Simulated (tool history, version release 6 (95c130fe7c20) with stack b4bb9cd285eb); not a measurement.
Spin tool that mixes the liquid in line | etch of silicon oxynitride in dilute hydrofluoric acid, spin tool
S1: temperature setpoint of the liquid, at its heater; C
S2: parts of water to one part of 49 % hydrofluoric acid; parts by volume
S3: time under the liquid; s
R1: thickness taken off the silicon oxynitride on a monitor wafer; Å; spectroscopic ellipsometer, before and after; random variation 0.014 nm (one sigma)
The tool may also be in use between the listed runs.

{"run": 1, "day": 0.0, "S1": 23, "S2": 65, "S3": 95, "R1": 26.753}
{"run": 2, "day": 0.183, "S1": 23, "S2": 65, "S3": 75, "R1": 21.307}
{"run": 3, "day": 0.217, "S1": 26.5, "S2": 65, "S3": 75, "R1": 24.99}
{"run": 4, "day": 0.433, "S1": 26.5, "S2": 65, "S3": 95, "R1": 31.284}
{"run": 5, "day": 0.583, "S1": 26.5, "S2": 80, "S3": 95, "R1": 25.456}
{"run": 6, "day": 0.892, "S1": 29, "S2": 80, "S3": 95, "R1": 28.269}
{"run": 7, "day": 0.925, "S1": 28, "S2": 80, "S3": 95, "R1": 27.258}
{"run": 8, "day": 1.125, "S1": 24, "S2": 80, "S3": 95, "R1": 22.301}
{"run": 9, "day": 1.3, "S1": 23.5, "S2": 80, "S3": 95, "R1": 21.97}
{"run": 10, "day": 1.496, "S1": 23, "S2": 80, "S3": 95, "R1": 21.192}

Forecast run 11:
{"day": 1.792, "done": "hydrofluoric acid flow meter replaced"}
{"run": 11, "day": 1.792, "S1": 22.5, "S2": 80, "S3": 95, "R1": "?"}

R1: 19.561 Å
